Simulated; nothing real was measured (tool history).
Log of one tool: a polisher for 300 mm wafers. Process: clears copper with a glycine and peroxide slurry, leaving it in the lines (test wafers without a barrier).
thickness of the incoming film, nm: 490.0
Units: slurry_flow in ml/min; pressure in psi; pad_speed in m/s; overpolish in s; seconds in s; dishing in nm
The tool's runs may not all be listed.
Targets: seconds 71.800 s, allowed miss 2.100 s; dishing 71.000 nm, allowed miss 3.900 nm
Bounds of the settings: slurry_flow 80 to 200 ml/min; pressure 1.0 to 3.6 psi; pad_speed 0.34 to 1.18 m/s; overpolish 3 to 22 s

run,hour,slurry_flow,pressure,pad_speed,overpolish,seconds,dishing
1,0.0,130,2.3,0.76,11,108.600,39.963
2,8.3,130,2.3,0.76,6,109.180,22.787
3,10.7,130,2.3,0.64,6,124.900,20.347
4,14.5,160,2.3,0.64,6,120.780,21.111
5,21.5,155,2.6,0.70,8,102.430,31.863
6,28.6,155,2.2,0.70,8,118.210,27.425
7,34.3,155,2.6,0.72,9,101.880,35.323
8,42.6,155,2.9,0.74,10,92.194,42.457
9,44.1,155,2.9,0.74,10,92.278,43.350
10,47.0,155,3.1,0.76,11,85.042,50.822
11,49.7,160,3.3,0.76,12,82.090,55.974
12,50.8,160,3.4,0.78,12,76.534,57.946
13,52.5,160,3.5,0.78,13,75.405,65.169

4 next moves are on the table. One of them brings every result within its allowed miss. Which?
A,54.2,180,3.5,0.82,14,?,?
B,54.2,140,3.2,0.84,15,?,?
C,54.2,150,3.6,0.72,15,?,?
D,54.2,200,3.3,0.86,17,?,?

move,seconds,dishing
A,71.334,72.924
B,77.468,71.747
C,79.168,71.132
D,71.186,85.094
A: meets every target
B: further off than the last run
C: further off than the last run
D: brings the result that was furthest off to its target, and leaves another outside
Answer: A
